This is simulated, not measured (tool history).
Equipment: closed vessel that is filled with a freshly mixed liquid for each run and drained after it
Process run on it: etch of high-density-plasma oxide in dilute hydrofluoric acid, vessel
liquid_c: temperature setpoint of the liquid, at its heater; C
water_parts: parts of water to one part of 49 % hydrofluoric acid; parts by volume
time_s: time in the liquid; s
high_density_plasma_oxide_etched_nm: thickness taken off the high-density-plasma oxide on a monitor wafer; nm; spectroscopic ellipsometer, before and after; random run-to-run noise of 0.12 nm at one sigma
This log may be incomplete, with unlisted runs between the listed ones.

run,day,liquid_c,water_parts,time_s,high_density_plasma_oxide_etched_nm
1,0,20,90,130,7.8242
2,0.183,22,85,130,9.0821
3,0.262,22,100,130,7.4465
4,0.483,22,100,130,7.5394
5,0.812,23.5,90,130,8.8549
6,0.921,24.5,85,130,9.9031
7,1.246,25.5,80,130,10.9
8,1.479,26,75,130,12.015
9,1.504,26.5,75,130,12.328

The next listed run, before its measurement:
10,1.767,27,75,130,?

Logged for run 10: high_density_plasma_oxide_etched_nm 12.659 nm.
